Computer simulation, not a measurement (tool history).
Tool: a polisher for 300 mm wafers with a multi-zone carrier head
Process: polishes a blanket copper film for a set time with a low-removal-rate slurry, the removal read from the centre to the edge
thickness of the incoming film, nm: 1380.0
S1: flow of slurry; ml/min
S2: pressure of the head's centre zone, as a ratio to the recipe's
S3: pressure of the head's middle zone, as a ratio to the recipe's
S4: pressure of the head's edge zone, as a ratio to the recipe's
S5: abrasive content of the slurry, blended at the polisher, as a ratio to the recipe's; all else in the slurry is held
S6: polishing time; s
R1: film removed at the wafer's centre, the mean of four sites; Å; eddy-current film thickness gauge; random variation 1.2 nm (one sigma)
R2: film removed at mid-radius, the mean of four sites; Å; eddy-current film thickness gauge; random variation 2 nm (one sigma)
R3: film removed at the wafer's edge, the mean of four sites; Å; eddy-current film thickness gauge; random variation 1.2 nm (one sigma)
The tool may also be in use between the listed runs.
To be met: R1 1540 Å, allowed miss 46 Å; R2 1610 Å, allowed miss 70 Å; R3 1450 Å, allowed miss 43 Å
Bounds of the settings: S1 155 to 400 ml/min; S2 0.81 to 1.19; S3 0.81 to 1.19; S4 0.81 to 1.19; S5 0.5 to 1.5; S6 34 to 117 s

| run | day | S1 | S2 | S3 | S4 | S5 | S6 | R1 | R2 | R3 |
|---|---|---|---|---|---|---|---|---|---|---|
| 1 | 0 | 255 | 1 | 1 | 1 | 1 | 75 | 2139.1 | 2211.6 | 2171 |
| 2 | 0.075 | 205 | 1 | 1 | 1 | 1 | 75 | 2068.1 | 2121.5 | 2082.4 |
| 3 | 0.254 | 205 | 1 | 1 | 1 | 1.1 | 75 | 2107.9 | 2163.5 | 2161.8 |
| 4 | 0.588 | 200 | 0.99 | 0.99 | 0.97 | 0.95 | 73 | 1990.4 | 2010.4 | 1980.5 |
| 5 | 0.667 | 195 | 0.97 | 1 | 0.94 | 0.85 | 71 | 1818.8 | 1912.2 | 1840.8 |
| 6 | 0.996 | 190 | 0.97 | 1 | 0.91 | 0.75 | 70 | 1713.4 | 1843.5 | 1731.6 |
| 7 | 1.062 | 185 | 0.98 | 1 | 0.89 | 0.7 | 69 | 1658.3 | 1726.6 | 1638.2 |
| 8 | 1.217 | 185 | 0.98 | 1.01 | 0.87 | 0.65 | 69 | 1618.3 | 1793.3 | 1586.4 |
| 9 | 1.5 | 180 | 0.98 | 1 | 0.86 | 0.6 | 69 | 1591.5 | 1679.6 | 1547.9 |
| 10 | 1.558 | 180 | 0.98 | 1 | 0.85 | 0.6 | 69 | 1593.8 | 1677 | 1551.2 |
| 11 | 1.683 | 180 | 0.98 | 1 | 0.84 | 0.6 | 69 | 1614.5 | 1671.4 | 1535.6 |
| 12 | 2.05 | 180 | 0.98 | 1 | 0.83 | 0.6 | 69 | 1601.3 | 1655.8 | 1522.1 |

Which of these 5 next moves meets every target?
| A | 2.417 | 175 | 1.09 | 0.96 | 0.81 | 0.65 | 66 | ? | ? | ? |
| B | 2.417 | 160 | 1 | 1.03 | 0.82 | 0.5 | 71 | ? | ? | ? |
| C | 2.417 | 260 | 1.07 | 1.06 | 0.81 | 0.5 | 65 | ? | ? | ? |
| D | 2.417 | 215 | 1.05 | 0.96 | 0.81 | 0.6 | 64 | ? | ? | ? |
| E | 2.417 | 210 | 0.99 | 0.97 | 0.86 | 0.6 | 73 | ? | ? | ? |

| move | R1 | R2 | R3 |
|---|---|---|---|
| A | 1725.2 | 1574.1 | 1481.6 |
| B | 1547.6 | 1637.7 | 1465.5 |
| C | 1652.9 | 1658.7 | 1412.2 |
| D | 1636.3 | 1544.5 | 1440.6 |
| E | 1752.3 | 1771.3 | 1682.7 |
A: brings the result that was furthest off to its target, and leaves another outside
B: meets every target
C: brings the result that was furthest off to its target, and leaves another outside
D: brings the result that was furthest off to its target, and leaves another outside
E: further off than the last run
The right move is B.

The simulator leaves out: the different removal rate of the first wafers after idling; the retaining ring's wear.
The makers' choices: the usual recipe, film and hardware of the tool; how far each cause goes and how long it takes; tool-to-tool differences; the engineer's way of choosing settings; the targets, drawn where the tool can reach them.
